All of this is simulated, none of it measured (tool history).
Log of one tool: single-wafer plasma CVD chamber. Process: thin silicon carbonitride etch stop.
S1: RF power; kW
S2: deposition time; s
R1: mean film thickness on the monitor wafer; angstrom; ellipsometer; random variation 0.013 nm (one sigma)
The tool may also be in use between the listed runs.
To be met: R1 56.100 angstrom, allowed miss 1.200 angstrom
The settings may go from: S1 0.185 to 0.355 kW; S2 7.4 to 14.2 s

run,day,S1,S2,R1
1,0.000,0.270,10.8,64.359
2,0.171,0.270,10.0,59.821
3,0.512,0.270,8.5,50.875
4,0.883,0.240,8.5,48.518
5,1.154,0.260,8.6,50.732
6,1.250,0.225,8.6,48.096
7,1.358,0.245,8.7,50.120
8,1.633,0.260,8.8,51.706
9,1.962,0.305,9.2,57.541

4 next moves are on the table. One of them brings every result within its allowed miss. Which?
A,2.292,0.330,9.3,?
B,2.292,0.305,9.4,?
C,2.292,0.270,9.4,?
D,2.292,0.290,9.7,?

move,R1
A,59.897
B,58.826
C,56.209
D,59.581
A: further off than the last run
B: further off than the last run
C: meets every target
D: further off than the last run
The right move is C.
